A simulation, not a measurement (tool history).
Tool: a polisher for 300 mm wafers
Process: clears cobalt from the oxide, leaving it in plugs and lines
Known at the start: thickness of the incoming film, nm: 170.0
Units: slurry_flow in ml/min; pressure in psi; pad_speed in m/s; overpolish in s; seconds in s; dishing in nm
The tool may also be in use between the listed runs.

run  hour  slurry_flow  pressure  pad_speed  overpolish  seconds  dishing
  1     0          315         2       1.04          23   37.548   47.955
  2   3.4          315       1.8       1.02          24    42.14    48.24
  3    10          315       1.8       1.02          17     43.4   37.975
  4  16.7          315       1.7       1.02          19   43.816   41.461
  5  24.5          380       1.7       1.02          19   43.976   41.412
  6  33.3          380       1.6       1.02          20   47.033    40.29
  7  38.3          380       1.5       1.02          22   50.404   41.263

Run 8 comes next. What will it give?
  8  46.8          380       1.5       1.02          23        ?        ?

{"run 8": {"seconds": 48.552, "dishing": 41.342}}
